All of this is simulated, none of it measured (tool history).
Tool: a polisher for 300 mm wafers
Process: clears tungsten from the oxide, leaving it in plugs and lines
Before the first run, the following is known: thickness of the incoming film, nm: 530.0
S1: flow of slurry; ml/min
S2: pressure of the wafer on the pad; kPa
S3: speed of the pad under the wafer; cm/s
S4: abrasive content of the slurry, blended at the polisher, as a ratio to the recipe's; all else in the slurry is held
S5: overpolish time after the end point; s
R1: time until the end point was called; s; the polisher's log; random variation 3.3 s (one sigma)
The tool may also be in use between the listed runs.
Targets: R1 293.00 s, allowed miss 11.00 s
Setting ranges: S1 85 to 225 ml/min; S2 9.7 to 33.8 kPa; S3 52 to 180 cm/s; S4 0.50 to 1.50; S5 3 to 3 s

run  hour   S1    S2   S3    S4  S5      R1
  1   0.0  145  21.4  116  1.00   3  132.81
  2   4.1  145  21.4  116  0.80   3  142.20
  3   9.1  145  21.4  116  0.80   3  143.64
  4  17.8  140  18.6  112  0.80   3  167.94
  5  25.0  140  16.5  108  0.80   3  192.02
  6  28.1  140  16.5   82  0.80   3  246.33
  7  29.4  140  15.9   82  0.80   3  259.17
  8  36.8  140  15.2   82  0.80   3  270.16

Which one of the following 4 next-run settings gets every result inside its allowed miss? There is exactly one.
  A  44.2  125  15.2  78  0.75   3   ?
  B  44.2  110  17.2  62  0.90   3   ?
  C  44.2  135  17.2  66  0.65   3   ?
  D  44.2  135  16.5  64  0.75   3   ?

move      R1
   A  294.34
   B  325.09
   C  312.93
   D  323.86
A: every result lands within tolerance
B: moves the result that the last run missed by most past its target, out the other side
C: moves the result that the last run missed by most past its target, out the other side
D: moves the result that the last run missed by most past its target, out the other side
The move that meets every target is A.

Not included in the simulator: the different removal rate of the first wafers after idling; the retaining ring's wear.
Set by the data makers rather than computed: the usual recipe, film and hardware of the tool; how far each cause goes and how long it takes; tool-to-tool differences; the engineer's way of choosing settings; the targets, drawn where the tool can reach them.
